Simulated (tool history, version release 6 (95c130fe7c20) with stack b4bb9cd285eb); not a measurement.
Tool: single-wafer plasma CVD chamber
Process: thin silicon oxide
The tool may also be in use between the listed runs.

| run | hour | heater temperature setpoint (deg C) | chamber pressure (Pa) | RF power (kW) | deposition time (s) | mean film thickness on the monitor wafer (Å) |
|---|---|---|---|---|---|---|
| 1 | 0 | 400 | 132.9 | 0.325 | 4.28 | 103.1 |
| 2 | 6.9 | 400 | 132.9 | 0.295 | 4.28 | 98.391 |
| 3 | 12.6 | 400 | 151.5 | 0.295 | 4.28 | 111.92 |
| 4 | 18.5 | 400 | 156 | 0.295 | 4.28 | 113.95 |
| 5 | 27.5 | 400 | 142.1 | 0.295 | 4.28 | 105.14 |
| 6 | 34.2 | 400 | 142.1 | 0.25 | 4.28 | 97.046 |

The next listed run, before its measurement:
| 7 | 41.1 | 400 | 168.7 | 0.265 | 4.28 | ? |

{"run 7": {"mean film thickness on the monitor wafer (Å)": 112.14}}
